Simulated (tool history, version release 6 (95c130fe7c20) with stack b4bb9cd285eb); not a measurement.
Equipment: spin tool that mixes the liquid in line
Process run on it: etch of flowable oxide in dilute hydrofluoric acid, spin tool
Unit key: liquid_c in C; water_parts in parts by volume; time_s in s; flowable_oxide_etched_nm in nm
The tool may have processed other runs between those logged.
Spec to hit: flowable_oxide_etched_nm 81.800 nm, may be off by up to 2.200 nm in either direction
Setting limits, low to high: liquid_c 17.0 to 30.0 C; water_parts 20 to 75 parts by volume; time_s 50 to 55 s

{"run": 1, "hour": 0.0, "liquid_c": 22.0, "water_parts": 45, "time_s": 50, "flowable_oxide_etched_nm": 35.912}
{"run": 2, "hour": 1.3, "liquid_c": 24.0, "water_parts": 45, "time_s": 50, "flowable_oxide_etched_nm": 39.1}
{"run": 3, "hour": 4.6, "liquid_c": 24.0, "water_parts": 45, "time_s": 55, "flowable_oxide_etched_nm": 43.032}
{"run": 4, "hour": 9.3, "liquid_c": 25.0, "water_parts": 40, "time_s": 55, "flowable_oxide_etched_nm": 51.095}
{"run": 5, "hour": 10.1, "liquid_c": 25.0, "water_parts": 40, "time_s": 50, "flowable_oxide_etched_nm": 46.351}
{"run": 6, "hour": 16.7, "liquid_c": 26.0, "water_parts": 35, "time_s": 50, "flowable_oxide_etched_nm": 55.291}
{"run": 7, "hour": 21.1, "liquid_c": 26.5, "water_parts": 35, "time_s": 50, "flowable_oxide_etched_nm": 56.343}
{"run": 8, "hour": 29.1, "liquid_c": 27.0, "water_parts": 35, "time_s": 50, "flowable_oxide_etched_nm": 57.534}
{"run": 9, "hour": 35.5, "liquid_c": 27.5, "water_parts": 35, "time_s": 50, "flowable_oxide_etched_nm": 58.669}
{"run": 10, "hour": 36.7, "liquid_c": 28.0, "water_parts": 35, "time_s": 50, "flowable_oxide_etched_nm": 59.884}
{"run": 11, "hour": 40.6, "liquid_c": 28.5, "water_parts": 35, "time_s": 50, "flowable_oxide_etched_nm": 60.839}
{"run": 12, "hour": 47.0, "liquid_c": 29.0, "water_parts": 35, "time_s": 50, "flowable_oxide_etched_nm": 61.944}
{"run": 13, "hour": 51.8, "liquid_c": 29.5, "water_parts": 30, "time_s": 50, "flowable_oxide_etched_nm": 75.056}
{"run": 14, "hour": 59.9, "liquid_c": 30.0, "water_parts": 25, "time_s": 50, "flowable_oxide_etched_nm": 93.09}
{"run": 15, "hour": 65.5, "liquid_c": 29.5, "water_parts": 25, "time_s": 50, "flowable_oxide_etched_nm": 91.2}
{"run": 16, "hour": 66.3, "liquid_c": 29.0, "water_parts": 25, "time_s": 50, "flowable_oxide_etched_nm": 89.371}
{"run": 17, "hour": 70.0, "liquid_c": 28.5, "water_parts": 25, "time_s": 50, "flowable_oxide_etched_nm": 87.447}

4 candidate next runs follow, results not yet known. Just one meets every target within its allowed miss. Identify it.
{"run": "A", "hour": 73.7, "liquid_c": 28.0, "water_parts": 25, "time_s": 50, "flowable_oxide_etched_nm": "?"}
{"run": "B", "hour": 73.7, "liquid_c": 27.5, "water_parts": 30, "time_s": 55, "flowable_oxide_etched_nm": "?"}
{"run": "C", "hour": 73.7, "liquid_c": 30.0, "water_parts": 30, "time_s": 50, "flowable_oxide_etched_nm": "?"}
{"run": "D", "hour": 73.7, "liquid_c": 27.0, "water_parts": 25, "time_s": 50, "flowable_oxide_etched_nm": "?"}

move=A flowable_oxide_etched_nm=85.284
move=B flowable_oxide_etched_nm=76.028
move=C flowable_oxide_etched_nm=76.462
move=D flowable_oxide_etched_nm=81.860
A: nearer than the last run, and not there yet
B: carries the result that was furthest off beyond its target, to the other side
C: carries the result that was furthest off beyond its target, to the other side
D: hits every target within its allowed miss
So the answer is move D, the one that meets all the targets.
